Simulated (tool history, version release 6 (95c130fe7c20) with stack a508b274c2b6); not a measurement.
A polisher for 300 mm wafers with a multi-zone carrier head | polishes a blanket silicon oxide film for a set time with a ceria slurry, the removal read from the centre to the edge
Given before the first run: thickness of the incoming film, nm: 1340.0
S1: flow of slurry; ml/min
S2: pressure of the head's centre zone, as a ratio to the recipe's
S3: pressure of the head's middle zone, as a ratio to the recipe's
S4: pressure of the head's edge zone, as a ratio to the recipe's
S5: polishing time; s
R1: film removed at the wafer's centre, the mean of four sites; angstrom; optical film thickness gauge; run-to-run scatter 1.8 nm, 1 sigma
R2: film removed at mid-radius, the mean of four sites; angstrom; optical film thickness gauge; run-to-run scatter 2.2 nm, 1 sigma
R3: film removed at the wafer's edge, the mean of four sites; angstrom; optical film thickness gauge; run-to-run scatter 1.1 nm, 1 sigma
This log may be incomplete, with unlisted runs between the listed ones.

run  hour   S1    S2    S3    S4  S5      R1      R2      R3
  1   0.0  240  1.00  1.00  1.00  42  1641.8  1641.7  1634.0
  2   8.6  240  0.98  1.00  1.02  42  1597.3  1632.2  1621.8
  3  11.3  240  0.98  0.94  1.02  42  1589.3  1605.9  1623.0
  4  13.1  240  0.92  0.94  1.02  42  1488.4  1557.9  1649.9
  5  15.9  185  0.92  0.94  1.02  42  1458.2  1541.2  1596.5
  6  18.5  185  0.92  0.94  1.07  42  1444.9  1518.6  1637.9
  7  22.3  190  0.91  0.96  1.07  42  1419.7  1534.7  1637.4
  8  23.3  195  0.91  0.98  1.07  42  1421.6  1566.0  1640.3

What will run 9 give?
  9  27.4  200  0.91  0.99  1.08  42   ?   ?   ?

R1: 1455.0 angstrom
R2: 1559.0 angstrom
R3: 1667.4 angstrom
